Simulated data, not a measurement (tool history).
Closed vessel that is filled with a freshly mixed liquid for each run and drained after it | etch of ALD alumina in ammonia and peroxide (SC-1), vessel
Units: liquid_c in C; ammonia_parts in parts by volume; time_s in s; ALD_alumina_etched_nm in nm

| run | hour | liquid_c | ammonia_parts | time_s | ALD_alumina_etched_nm |
|---|---|---|---|---|---|
| 1 | 0 | 56 | 0.45 | 900 | 67.783 |
| 2 | 6.8 | 62 | 0.45 | 900 | 92.95 |
| 3 | 8.6 | 62 | 0.4 | 900 | 92.61 |
| 4 | 14.1 | 60 | 0.4 | 900 | 84.079 |
| 5 | 21.2 | 57 | 0.4 | 900 | 71.62 |
| 6 | 26.4 | 56 | 0.4 | 900 | 67.709 |

Run 7 comes next. What will it give?
| 7 | 32.6 | 55 | 0.4 | 900 | ? |

Run 7 gave ALD_alumina_etched_nm 64.394 nm.
